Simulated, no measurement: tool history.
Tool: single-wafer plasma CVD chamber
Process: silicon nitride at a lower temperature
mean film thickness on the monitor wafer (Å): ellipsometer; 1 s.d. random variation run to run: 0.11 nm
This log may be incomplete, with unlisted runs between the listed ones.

| run | hour | heater temperature setpoint (°C) | chamber pressure (Torr) | RF power (W) | deposition time (s) | mean film thickness on the monitor wafer (Å) |
|---|---|---|---|---|---|---|
| 1 | 0.0 | 370 | 1.53 | 365 | 22.3 | 280.72 |
| 2 | 5.5 | 374 | 1.53 | 365 | 22.3 | 279.55 |
| 3 | 11.6 | 374 | 1.53 | 385 | 22.3 | 288.01 |
| 4 | 18.1 | 374 | 1.37 | 375 | 22.3 | 275.49 |
|  | 23.9 | capacitance manometer re-zeroed and calibrated |
| 5 | 23.9 | 374 | 1.25 | 365 | 22.3 | 258.67 |
| 6 | 32.9 | 374 | 1.19 | 365 | 22.3 | 253.77 |
| 7 | 39.9 | 374 | 1.15 | 365 | 22.3 | 253.96 |
| 8 | 46.1 | 374 | 0.95 | 355 | 22.3 | 235.93 |

Predict the results of run 9:
| 9 | 49.5 | 374 | 0.98 | 355 | 22.3 | ? |

Run 9 came out at mean film thickness on the monitor wafer (Å) 236.72.
